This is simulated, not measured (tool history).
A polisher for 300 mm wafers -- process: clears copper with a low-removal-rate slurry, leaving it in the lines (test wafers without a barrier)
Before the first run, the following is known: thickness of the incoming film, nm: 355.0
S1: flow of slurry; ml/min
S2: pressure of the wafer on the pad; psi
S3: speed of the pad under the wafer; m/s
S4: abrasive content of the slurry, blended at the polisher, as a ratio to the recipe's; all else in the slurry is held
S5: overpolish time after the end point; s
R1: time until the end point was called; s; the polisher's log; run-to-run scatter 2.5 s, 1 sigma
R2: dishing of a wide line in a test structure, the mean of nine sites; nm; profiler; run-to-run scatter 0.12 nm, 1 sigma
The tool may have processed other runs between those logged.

Run 1, hour 0: S1 165 ml/min, S2 2.3 psi, S3 1.04 m/s, S4 1, S5 28 s. Result: R1 135.03 s, R2 48.308 nm.
Run 2, hour 3.3: S1 165 ml/min, S2 2.3 psi, S3 0.88 m/s, S4 1, S5 28 s. Result: R1 159.64 s, R2 42.173 nm.
Run 3, hour 6.1: S1 190 ml/min, S2 2.3 psi, S3 0.88 m/s, S4 1, S5 28 s. Result: R1 156.66 s, R2 44.059 nm.
Run 4, hour 10.1: S1 165 ml/min, S2 2.3 psi, S3 0.88 m/s, S4 1, S5 28 s. Result: R1 156.97 s, R2 42.584 nm.
Run 5, hour 17.6: S1 150 ml/min, S2 2.3 psi, S3 0.88 m/s, S4 1, S5 28 s. Result: R1 160.5 s, R2 41.431 nm.
Run 6, hour 22: S1 150 ml/min, S2 2.7 psi, S3 0.88 m/s, S4 1, S5 28 s. Result: R1 134.99 s, R2 47.723 nm.
Run 7, hour 24: S1 145 ml/min, S2 2.6 psi, S3 0.86 m/s, S4 1, S5 26 s. Result: R1 149.53 s, R2 42.856 nm.
Run 8, hour 25.9: S1 140 ml/min, S2 2.4 psi, S3 0.88 m/s, S4 0.95, S5 24 s. Result: R1 159.66 s, R2 36.872 nm.

Run 9 comes next. What will it give?
Run 9, hour 31.9: S1 135 ml/min, S2 2.2 psi, S3 0.92 m/s, S4 0.9, S5 22 s. Result: R1 ?, R2 ?.

Logged for run 9: R1 171.11 s, R2 32.232 nm.
